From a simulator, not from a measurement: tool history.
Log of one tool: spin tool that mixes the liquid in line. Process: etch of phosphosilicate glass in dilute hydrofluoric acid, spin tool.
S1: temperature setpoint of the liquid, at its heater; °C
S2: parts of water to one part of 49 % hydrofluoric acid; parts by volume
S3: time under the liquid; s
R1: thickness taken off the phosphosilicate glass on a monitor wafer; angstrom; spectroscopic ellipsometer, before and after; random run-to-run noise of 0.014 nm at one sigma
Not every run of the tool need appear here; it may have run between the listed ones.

| run | day | S1 | S2 | S3 | R1 |
|---|---|---|---|---|---|
| 1 | 0.000 | 21.0 | 260 | 25 | 63.802 |
| 2 | 0.150 | 21.0 | 260 | 20 | 50.818 |
| 3 | 0.183 | 19.5 | 265 | 20 | 46.769 |
| 4 | 0.558 | 19.0 | 265 | 20 | 45.846 |
| 5 | 0.721 | 17.0 | 265 | 20 | 42.519 |
| 6 | 0.921 | 17.0 | 265 | 25 | 53.333 |
| 7 | 1.154 | 17.0 | 280 | 25 | 50.060 |

What does the tool deliver on the next run?
| 8 | 1.333 | 17.0 | 280 | 25 | ? |

Run 8 measured R1 49.863 angstrom.

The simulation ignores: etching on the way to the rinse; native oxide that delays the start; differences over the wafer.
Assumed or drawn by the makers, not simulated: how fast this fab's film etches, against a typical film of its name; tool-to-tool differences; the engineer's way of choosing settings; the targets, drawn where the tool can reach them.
